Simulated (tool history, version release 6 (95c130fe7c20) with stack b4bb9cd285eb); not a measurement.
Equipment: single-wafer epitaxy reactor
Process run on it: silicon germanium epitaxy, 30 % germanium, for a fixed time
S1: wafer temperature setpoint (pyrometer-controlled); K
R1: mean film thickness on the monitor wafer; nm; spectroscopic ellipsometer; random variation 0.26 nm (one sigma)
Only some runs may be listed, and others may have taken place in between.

{"run": 1, "hour": 0.0, "S1": 888.15, "chamber pressure (Pa)": 3733, "R1": 88.071}
{"run": 2, "hour": 2.2, "S1": 883.15, "chamber pressure (Pa)": 3733, "R1": 81.618}
{"run": 3, "hour": 10.1, "S1": 878.15, "chamber pressure (Pa)": 3733, "R1": 75.584}
{"run": 4, "hour": 17.7, "S1": 878.15, "chamber pressure (Pa)": 4186, "R1": 78.646}
{"run": 5, "hour": 21.6, "S1": 884.15, "chamber pressure (Pa)": 4226, "R1": 87.014}
{"run": 6, "hour": 30.6, "S1": 877.15, "chamber pressure (Pa)": 4226, "R1": 78.24}
{"run": 7, "hour": 34.7, "S1": 889.15, "chamber pressure (Pa)": 4346, "R1": 95.647}
{"run": 8, "hour": 38.3, "S1": 892.15, "chamber pressure (Pa)": 4360, "R1": 99.684}
{"run": 9, "hour": 43.4, "S1": 894.15, "chamber pressure (Pa)": 4373, "R1": 103.09}
{"run": 10, "hour": 45.4, "S1": 895.15, "chamber pressure (Pa)": 4386, "R1": 105.17}

Run 11 comes next. What will it give?
{"run": 11, "hour": 52.4, "S1": 896.15, "chamber pressure (Pa)": 4386, "R1": "?"}

Run 11 yielded R1 106.44 nm.
